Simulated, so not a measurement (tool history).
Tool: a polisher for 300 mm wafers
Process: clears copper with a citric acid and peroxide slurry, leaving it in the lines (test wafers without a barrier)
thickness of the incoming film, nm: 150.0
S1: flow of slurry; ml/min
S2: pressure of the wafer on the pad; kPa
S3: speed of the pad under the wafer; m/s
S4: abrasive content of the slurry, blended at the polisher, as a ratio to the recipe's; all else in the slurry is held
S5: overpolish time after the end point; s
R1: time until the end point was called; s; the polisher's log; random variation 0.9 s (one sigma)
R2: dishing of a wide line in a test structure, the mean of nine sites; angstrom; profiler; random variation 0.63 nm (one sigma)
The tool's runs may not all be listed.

run  hour   S1    S2    S3    S4  S5      R1      R2
  1   0.0  275  13.8  1.30  1.00  29  64.466  384.28
  2   1.0  275  13.8  1.30  1.00  38  65.464  449.13
  3   9.1  275  13.8  1.32  1.00  34  62.897  435.48
  4  13.9  275  13.8  1.52  1.00  34  56.043  489.92
  5  16.2  275  13.8  1.52  1.15  34  52.985  488.64
  6  21.1  275  13.8  1.52  1.15  31  54.096  454.67
  7  27.4  275  13.8  1.52  1.15  28  55.205  424.21
  8  33.1  275  13.8  1.52  1.15  25  54.997  384.00
  9  33.9  275  13.8  1.52  1.15  23  54.990  356.89
 10  37.9  275  13.8  1.52  1.15  22  53.808  358.08
 11  44.1  275  13.8  1.52  1.15  21  54.419  341.22
 12  50.2  275  13.8  1.52  1.15  20  52.728  330.17

The next listed run, before its measurement:
 13  55.6  275  13.8  1.52  1.15  19   ?   ?

Run 13 gave R1 53.915 s, R2 302.80 angstrom.

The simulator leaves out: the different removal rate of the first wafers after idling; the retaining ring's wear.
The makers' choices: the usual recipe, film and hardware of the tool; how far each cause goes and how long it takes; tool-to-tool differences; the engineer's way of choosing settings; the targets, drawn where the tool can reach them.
